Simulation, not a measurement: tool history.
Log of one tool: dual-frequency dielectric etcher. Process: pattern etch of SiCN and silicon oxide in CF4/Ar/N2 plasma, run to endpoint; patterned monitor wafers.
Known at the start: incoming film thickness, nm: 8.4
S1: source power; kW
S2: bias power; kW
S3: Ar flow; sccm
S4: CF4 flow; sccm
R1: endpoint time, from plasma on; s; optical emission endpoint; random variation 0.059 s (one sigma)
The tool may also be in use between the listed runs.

run,hour,S1,S2,S3,S4,R1
1,0.0,0.420,0.059,72,49,10.691
2,2.1,0.420,0.065,72,49,10.324
3,9.6,0.390,0.065,72,49,11.319
4,14.4,0.390,0.074,72,49,10.840
# hour 23.2: CF4 flow controller replaced
5,23.2,0.370,0.074,72,49,11.665
6,29.8,0.370,0.074,72,57,11.486
7,35.4,0.360,0.074,72,57,11.818

Run 8 comes next. What will it give?
8,36.7,0.350,0.074,72,57,?

Run 8 gave R1 12.253 s.

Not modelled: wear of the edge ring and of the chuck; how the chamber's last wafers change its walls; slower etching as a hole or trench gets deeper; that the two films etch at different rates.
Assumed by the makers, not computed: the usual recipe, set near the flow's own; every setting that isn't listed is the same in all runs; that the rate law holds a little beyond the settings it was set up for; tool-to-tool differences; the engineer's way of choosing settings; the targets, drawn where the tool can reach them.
